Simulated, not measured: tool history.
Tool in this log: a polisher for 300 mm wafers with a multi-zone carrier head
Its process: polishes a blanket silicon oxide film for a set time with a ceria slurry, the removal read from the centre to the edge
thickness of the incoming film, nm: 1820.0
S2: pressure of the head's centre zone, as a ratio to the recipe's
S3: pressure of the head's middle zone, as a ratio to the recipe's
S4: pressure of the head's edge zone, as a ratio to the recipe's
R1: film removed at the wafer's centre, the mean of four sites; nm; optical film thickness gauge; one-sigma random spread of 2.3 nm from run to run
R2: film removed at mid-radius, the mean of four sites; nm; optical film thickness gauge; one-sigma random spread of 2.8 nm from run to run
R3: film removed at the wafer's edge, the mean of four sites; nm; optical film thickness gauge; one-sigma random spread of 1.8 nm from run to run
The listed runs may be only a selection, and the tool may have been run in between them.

Run 1, day 0.000: flow of slurry (ml/min) 285, S2 1.00, S3 1.00, S4 1.00, polishing time (s) 48. Result: R1 197.23 nm, R2 201.34 nm, R3 198.57 nm.
Run 2, day 0.308: flow of slurry (ml/min) 290, S2 1.02, S3 1.00, S4 1.04, polishing time (s) 51. Result: R1 211.93 nm, R2 213.48 nm, R3 214.78 nm.
Run 3, day 0.567: flow of slurry (ml/min) 295, S2 1.04, S3 0.99, S4 1.07, polishing time (s) 54. Result: R1 231.88 nm, R2 223.63 nm, R3 229.59 nm.
Run 4, day 0.792: flow of slurry (ml/min) 300, S2 1.04, S3 0.99, S4 1.09, polishing time (s) 56. Result: R1 239.17 nm, R2 230.90 nm, R3 239.13 nm.
Run 5, day 0.921: flow of slurry (ml/min) 270, S2 1.04, S3 0.99, S4 1.09, polishing time (s) 56. Result: R1 242.03 nm, R2 227.88 nm, R3 237.75 nm.
At day 1.200: worn pad replaced by a new one.
Run 6, day 1.200: flow of slurry (ml/min) 270, S2 1.11, S3 0.99, S4 1.09, polishing time (s) 56. Result: R1 272.97 nm, R2 255.60 nm, R3 262.20 nm.
Run 7, day 1.450: flow of slurry (ml/min) 270, S2 1.11, S3 0.99, S4 1.11, polishing time (s) 57. Result: R1 285.60 nm, R2 256.95 nm, R3 268.48 nm.
Run 8, day 1.654: flow of slurry (ml/min) 290, S2 1.10, S3 0.99, S4 1.13, polishing time (s) 59. Result: R1 289.49 nm, R2 265.96 nm, R3 281.79 nm.

Run 9 is up next; what results do you expect?
Run 9, day 1.867: flow of slurry (ml/min) 300, S2 1.10, S3 0.99, S4 1.14, polishing time (s) 59. Result: R1 ?, R2 ?, R3 ?.

Run 9 measured R1 288.78 nm, R2 269.30 nm, R3 283.49 nm.

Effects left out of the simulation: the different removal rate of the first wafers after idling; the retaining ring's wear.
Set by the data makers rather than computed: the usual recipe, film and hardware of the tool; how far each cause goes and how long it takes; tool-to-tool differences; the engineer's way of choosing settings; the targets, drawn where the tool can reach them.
